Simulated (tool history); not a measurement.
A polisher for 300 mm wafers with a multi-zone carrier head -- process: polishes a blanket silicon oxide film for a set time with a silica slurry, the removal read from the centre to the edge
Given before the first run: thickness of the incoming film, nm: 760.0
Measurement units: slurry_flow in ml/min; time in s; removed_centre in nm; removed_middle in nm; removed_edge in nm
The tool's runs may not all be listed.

| run | hour | slurry_flow | centre_zone | middle_zone | edge_zone | slurry_solids | time | removed_centre | removed_middle | removed_edge |
|---|---|---|---|---|---|---|---|---|---|---|
| 1 | 0.0 | 220 | 1.00 | 1.00 | 1.00 | 1.00 | 48 | 111.880 | 110.670 | 115.840 |
| 2 | 6.2 | 220 | 1.00 | 1.07 | 1.00 | 1.00 | 48 | 111.370 | 116.110 | 115.780 |
| 3 | 8.3 | 215 | 0.99 | 1.03 | 0.98 | 0.90 | 46 | 99.019 | 100.130 | 104.270 |
| 4 | 13.1 | 215 | 0.99 | 1.03 | 0.98 | 1.00 | 46 | 105.680 | 108.580 | 108.720 |
| 5 | 15.7 | 210 | 0.98 | 1.01 | 0.95 | 0.90 | 45 | 96.366 | 95.798 | 99.652 |
| 6 | 20.6 | 210 | 0.98 | 1.01 | 0.91 | 0.90 | 45 | 95.566 | 98.827 | 99.015 |
| 7 | 28.9 | 205 | 0.98 | 1.00 | 0.90 | 0.80 | 43 | 83.903 | 84.208 | 86.778 |
| 8 | 33.9 | 200 | 0.98 | 0.99 | 0.89 | 0.75 | 43 | 81.108 | 82.508 | 82.927 |
|  | 37.9 | slurry nozzle cleaned |
| 9 | 37.9 | 185 | 0.96 | 0.89 | 0.88 | 0.50 | 39 | 54.122 | 50.853 | 55.590 |
| 10 | 43.0 | 205 | 0.97 | 0.90 | 0.90 | 0.50 | 39 | 55.863 | 51.845 | 56.800 |
| 11 | 48.5 | 210 | 0.98 | 0.92 | 0.93 | 0.50 | 39 | 56.500 | 51.947 | 57.880 |
| 12 | 49.1 | 215 | 0.99 | 0.94 | 0.94 | 0.50 | 39 | 57.675 | 53.636 | 57.862 |
| 13 | 57.1 | 275 | 1.01 | 0.99 | 1.04 | 0.60 | 39 | 70.694 | 66.916 | 71.746 |
| 14 | 65.6 | 260 | 1.01 | 0.99 | 1.03 | 0.60 | 39 | 69.664 | 66.856 | 71.675 |
| 15 | 70.6 | 250 | 1.01 | 0.99 | 1.02 | 0.60 | 39 | 69.403 | 67.706 | 71.089 |

What will run 16 give?
| 16 | 72.1 | 240 | 1.01 | 0.98 | 1.01 | 0.60 | 39 | ? | ? | ? |

{"run 16": {"removed_centre": 68.572, "removed_middle": 64.827, "removed_edge": 69.127}}

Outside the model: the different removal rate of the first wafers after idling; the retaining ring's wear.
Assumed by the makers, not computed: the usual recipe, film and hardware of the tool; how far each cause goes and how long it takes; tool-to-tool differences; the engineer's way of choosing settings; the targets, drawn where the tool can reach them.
